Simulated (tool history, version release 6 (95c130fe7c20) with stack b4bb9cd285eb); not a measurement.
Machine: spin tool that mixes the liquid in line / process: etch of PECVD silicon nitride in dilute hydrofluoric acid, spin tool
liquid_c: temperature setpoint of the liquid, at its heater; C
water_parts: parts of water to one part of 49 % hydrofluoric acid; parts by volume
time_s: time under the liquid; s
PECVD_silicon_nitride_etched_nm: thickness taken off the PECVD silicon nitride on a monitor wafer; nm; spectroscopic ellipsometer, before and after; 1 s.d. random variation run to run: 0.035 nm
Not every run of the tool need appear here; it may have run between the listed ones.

| run | hour | liquid_c | water_parts | time_s | PECVD_silicon_nitride_etched_nm |
|---|---|---|---|---|---|
| 1 | 0 | 22 | 240 | 320 | 4.5297 |
| 2 | 3.4 | 24.5 | 240 | 320 | 5.2304 |
| 3 | 7.4 | 23.5 | 245 | 320 | 4.9122 |
| 4 | 9.9 | 23.5 | 180 | 320 | 6.6231 |
|  | 17.6 | thermometer replaced |
| 5 | 17.6 | 23.5 | 105 | 320 | 12.571 |
| 6 | 25.1 | 23.5 | 105 | 345 | 13.375 |
| 7 | 29 | 23 | 130 | 345 | 10.452 |
| 8 | 36 | 22.5 | 145 | 345 | 9.2055 |
| 9 | 42.4 | 22 | 160 | 345 | 7.9221 |

Run 10 comes next. What will it give?
| 10 | 44.5 | 18 | 255 | 340 | ? |

{"run 10": {"PECVD_silicon_nitride_etched_nm": 3.9238}}
